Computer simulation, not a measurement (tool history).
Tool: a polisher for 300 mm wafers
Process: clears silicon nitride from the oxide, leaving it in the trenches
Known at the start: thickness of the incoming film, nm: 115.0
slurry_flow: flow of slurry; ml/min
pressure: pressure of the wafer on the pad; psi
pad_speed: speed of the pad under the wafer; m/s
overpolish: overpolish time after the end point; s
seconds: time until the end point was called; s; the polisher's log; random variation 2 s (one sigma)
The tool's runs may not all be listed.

{"run": 1, "day": 0.0, "slurry_flow": 150, "pressure": 3.4, "pad_speed": 1.08, "overpolish": 48, "seconds": 91.288}
{"run": 2, "day": 0.262, "slurry_flow": 150, "pressure": 3.4, "pad_speed": 1.08, "overpolish": 51, "seconds": 90.703}
{"run": 3, "day": 0.583, "slurry_flow": 150, "pressure": 3.4, "pad_speed": 0.86, "overpolish": 51, "seconds": 107.2}
{"run": 4, "day": 0.688, "slurry_flow": 145, "pressure": 2.8, "pad_speed": 0.8, "overpolish": 51, "seconds": 137.12}
{"run": 5, "day": 0.992, "slurry_flow": 140, "pressure": 2.4, "pad_speed": 0.78, "overpolish": 51, "seconds": 164.34}
{"run": 6, "day": 1.175, "slurry_flow": 130, "pressure": 2.2, "pad_speed": 0.78, "overpolish": 51, "seconds": 178.13}
{"run": 7, "day": 1.392, "slurry_flow": 120, "pressure": 2.0, "pad_speed": 0.78, "overpolish": 51, "seconds": 199.42}

Run 8 comes next. What will it give?
{"run": 8, "day": 1.525, "slurry_flow": 110, "pressure": 2.0, "pad_speed": 0.78, "overpolish": 51, "seconds": "?"}

Run 8 gave seconds 200.170 s.
